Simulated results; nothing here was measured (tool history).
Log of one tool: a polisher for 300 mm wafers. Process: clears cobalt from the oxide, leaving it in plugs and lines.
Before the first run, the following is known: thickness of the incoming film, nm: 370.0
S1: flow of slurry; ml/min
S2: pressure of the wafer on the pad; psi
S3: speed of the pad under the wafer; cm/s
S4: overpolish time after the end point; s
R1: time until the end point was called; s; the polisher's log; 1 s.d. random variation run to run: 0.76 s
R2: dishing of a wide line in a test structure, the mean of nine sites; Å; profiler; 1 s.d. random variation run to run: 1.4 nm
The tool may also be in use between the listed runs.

| run | day | S1 | S2 | S3 | S4 | R1 | R2 |
|---|---|---|---|---|---|---|---|
| 1 | 0.000 | 285 | 2.1 | 96 | 22 | 55.503 | 527.66 |
| 2 | 0.179 | 230 | 2.1 | 96 | 22 | 56.781 | 546.57 |
| 3 | 0.267 | 230 | 2.1 | 96 | 15 | 57.079 | 464.07 |
| 4 | 0.346 | 230 | 2.0 | 96 | 17 | 59.025 | 494.75 |
| 5 | 0.525 | 230 | 1.9 | 96 | 18 | 60.987 | 475.76 |
| 6 | 0.729 | 230 | 2.1 | 96 | 18 | 56.488 | 524.67 |
| 7 | 1.067 | 225 | 2.0 | 96 | 20 | 58.747 | 514.03 |
| 8 | 1.142 | 220 | 1.9 | 96 | 22 | 61.561 | 504.93 |

What does the tool deliver on the next run?
|  | 1.417 | head pressure recalibrated |
| 9 | 1.417 | 220 | 1.8 | 96 | 24 | ? | ? |

{"run 9": {"R1": 70.324, "R2": 518.78}}
